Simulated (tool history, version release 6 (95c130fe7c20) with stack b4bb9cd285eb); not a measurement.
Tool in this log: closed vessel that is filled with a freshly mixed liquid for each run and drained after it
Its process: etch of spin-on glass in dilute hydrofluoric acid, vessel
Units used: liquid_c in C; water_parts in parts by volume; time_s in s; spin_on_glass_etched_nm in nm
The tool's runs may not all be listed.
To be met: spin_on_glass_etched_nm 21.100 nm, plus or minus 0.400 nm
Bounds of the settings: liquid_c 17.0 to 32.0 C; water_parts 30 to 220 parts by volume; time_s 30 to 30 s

run	hour	liquid_c	water_parts	time_s	spin_on_glass_etched_nm
1	0.0	24.0	125	30	11.167
2	3.6	25.5	125	30	11.888
3	9.0	25.5	125	30	11.949
4	16.4	26.0	120	30	12.702
5	22.3	23.5	120	30	11.484
6	26.3	24.5	115	30	12.663
7	33.2	25.5	115	30	13.072
8	41.4	26.0	110	30	13.967
9	45.3	26.5	110	30	14.432
10	49.2	27.0	110	30	14.492
11	57.7	27.5	110	30	14.755
12	61.2	28.0	110	30	15.114
13	68.0	28.5	110	30	15.474
14	76.4	29.0	110	30	15.776
15	82.4	29.5	110	30	15.977
16	83.6	29.5	110	30	16.083
17	88.8	30.0	110	30	16.341
18	90.3	30.0	110	30	16.232
19	92.3	31.0	100	30	18.881
20	96.6	31.5	95	30	20.471

Exactly one of the 4 candidate moves below puts every result within its allowed miss. Which one?
A	100.9	32.0	90	30	?
B	100.9	30.5	90	30	?
C	100.9	31.0	95	30	?
D	100.9	29.5	90	30	?

move	spin_on_glass_etched_nm
A	22.142
B	20.934
C	20.061
D	20.157
A: carries the result that was furthest off beyond its target, to the other side
B: all results land within tolerance of their targets
C: moves away from the targets compared with the last run
D: moves away from the targets compared with the last run
So the answer is move B, the one that meets all the targets.
